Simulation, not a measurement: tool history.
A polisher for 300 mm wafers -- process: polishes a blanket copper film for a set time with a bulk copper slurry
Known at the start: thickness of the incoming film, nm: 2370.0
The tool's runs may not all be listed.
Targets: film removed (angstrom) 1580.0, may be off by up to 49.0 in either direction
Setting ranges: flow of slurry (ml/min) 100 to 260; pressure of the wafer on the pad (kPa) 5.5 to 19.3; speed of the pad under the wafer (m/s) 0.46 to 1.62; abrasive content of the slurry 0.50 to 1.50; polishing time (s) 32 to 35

run,hour,flow of slurry (ml/min),pressure of the wafer on the pad (kPa),speed of the pad under the wafer (m/s),abrasive content of the slurry,polishing time (s),film removed (angstrom)
1,0.0,165,12.4,1.04,1.00,35,1791.5
2,5.5,165,12.4,1.04,1.20,35,1849.8
3,9.5,165,12.4,1.04,1.30,35,1893.4
4,11.9,165,12.4,1.04,1.30,35,1912.0
5,17.2,165,12.4,1.04,1.10,35,1820.7
6,19.0,160,11.7,1.04,1.10,35,1733.4
7,24.6,160,11.0,1.04,1.10,35,1617.1
8,26.6,155,11.0,1.04,1.10,35,1628.9

Consider the 5 candidate settings below. Which is the only one whose results all fall within their allowed miss of target?
A,28.6,150,11.7,1.10,1.05,34,?
B,28.6,200,10.3,1.08,1.15,33,?
C,28.6,140,10.3,1.22,1.10,35,?
D,28.6,170,11.7,1.02,1.15,34,?
E,28.6,170,11.7,1.10,1.25,32,?

move,film removed (angstrom)
A,1753.6
B,1591.2
C,1770.6
D,1696.3
E,1745.8
A: lands further from the targets than the last run did
B: meets every target
C: lands further from the targets than the last run did
D: lands further from the targets than the last run did
E: lands further from the targets than the last run did
B is the move that brings every result within its allowed miss.
